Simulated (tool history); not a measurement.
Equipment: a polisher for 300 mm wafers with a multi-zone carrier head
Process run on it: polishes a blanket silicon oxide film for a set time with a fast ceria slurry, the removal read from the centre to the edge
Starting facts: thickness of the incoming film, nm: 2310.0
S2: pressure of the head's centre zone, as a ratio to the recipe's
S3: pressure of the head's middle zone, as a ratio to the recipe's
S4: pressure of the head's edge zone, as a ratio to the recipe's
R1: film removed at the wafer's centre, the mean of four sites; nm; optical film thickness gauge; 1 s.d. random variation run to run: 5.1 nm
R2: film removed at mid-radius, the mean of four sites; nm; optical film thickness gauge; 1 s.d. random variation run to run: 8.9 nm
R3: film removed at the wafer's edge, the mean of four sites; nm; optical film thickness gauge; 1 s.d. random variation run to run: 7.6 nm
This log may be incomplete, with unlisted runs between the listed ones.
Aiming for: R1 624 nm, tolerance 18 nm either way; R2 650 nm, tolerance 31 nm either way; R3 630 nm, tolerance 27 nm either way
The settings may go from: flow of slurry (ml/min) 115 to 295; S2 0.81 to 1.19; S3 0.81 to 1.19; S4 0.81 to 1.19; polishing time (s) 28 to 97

{"run": 1, "hour": 0.0, "flow of slurry (ml/min)": 190, "S2": 1, "S3": 1, "S4": 1, "polishing time (s)": 62, "R1": 731.11, "R2": 725.27, "R3": 758.98}
{"run": 2, "hour": 0.8, "flow of slurry (ml/min)": 185, "S2": 0.99, "S3": 1, "S4": 0.98, "polishing time (s)": 61, "R1": 721.57, "R2": 689.37, "R3": 731.45}
{"run": 3, "hour": 8.1, "flow of slurry (ml/min)": 185, "S2": 0.99, "S3": 1, "S4": 0.98, "polishing time (s)": 71, "R1": 833.68, "R2": 822.46, "R3": 855.79}
{"run": 4, "hour": 11.9, "flow of slurry (ml/min)": 180, "S2": 0.98, "S3": 1.01, "S4": 0.96, "polishing time (s)": 69, "R1": 797.65, "R2": 800.54, "R3": 805.44}
{"run": 5, "hour": 18.4, "flow of slurry (ml/min)": 180, "S2": 0.98, "S3": 1.01, "S4": 0.89, "polishing time (s)": 69, "R1": 804.2, "R2": 791.83, "R3": 798.51}
{"run": 6, "hour": 25.8, "flow of slurry (ml/min)": 175, "S2": 0.97, "S3": 1.02, "S4": 0.88, "polishing time (s)": 67, "R1": 765.61, "R2": 794.07, "R3": 764.83}
{"run": 7, "hour": 29.2, "flow of slurry (ml/min)": 170, "S2": 0.97, "S3": 1.01, "S4": 0.87, "polishing time (s)": 65, "R1": 740.87, "R2": 744.62, "R3": 729.47}
{"run": 8, "hour": 35.8, "flow of slurry (ml/min)": 150, "S2": 0.91, "S3": 1.01, "S4": 0.81, "polishing time (s)": 57, "R1": 593.58, "R2": 639.31, "R3": 607.79}
{"run": 9, "hour": 44.8, "flow of slurry (ml/min)": 155, "S2": 0.91, "S3": 1.01, "S4": 0.81, "polishing time (s)": 57, "R1": 596.84, "R2": 657.55, "R3": 627.46}

Consider the 5 candidate settings below. Which is the only one whose results all fall within their allowed miss of target?
{"run": "A", "hour": 53.8, "flow of slurry (ml/min)": 205, "S2": 0.92, "S3": 0.99, "S4": 0.82, "polishing time (s)": 56, "R1": "?", "R2": "?", "R3": "?"}
{"run": "B", "hour": 53.8, "flow of slurry (ml/min)": 160, "S2": 0.9, "S3": 0.96, "S4": 0.89, "polishing time (s)": 60, "R1": "?", "R2": "?", "R3": "?"}
{"run": "C", "hour": 53.8, "flow of slurry (ml/min)": 200, "S2": 0.88, "S3": 0.83, "S4": 0.94, "polishing time (s)": 59, "R1": "?", "R2": "?", "R3": "?"}
{"run": "D", "hour": 53.8, "flow of slurry (ml/min)": 195, "S2": 0.83, "S3": 0.95, "S4": 0.91, "polishing time (s)": 58, "R1": "?", "R2": "?", "R3": "?"}
{"run": "E", "hour": 53.8, "flow of slurry (ml/min)": 170, "S2": 0.82, "S3": 0.93, "S4": 0.95, "polishing time (s)": 61, "R1": "?", "R2": "?", "R3": "?"}

move=A R1=616.6 R2=644.5 R3=612.74
move=B R1=623.69 R2=652.09 R3=663.62
move=C R1=618.43 R2=584.85 R3=683.01
move=D R1=571.64 R2=641.18 R3=659.72
move=E R1=582.4 R2=651.06 R3=697.92
A: all results in spec
B: the worst result of the last run now meets its target, but another is out of spec
C: the worst result of the last run now meets its target, but another is out of spec
D: misses by more than the last run did
E: misses by more than the last run did
The move that meets every target is A.
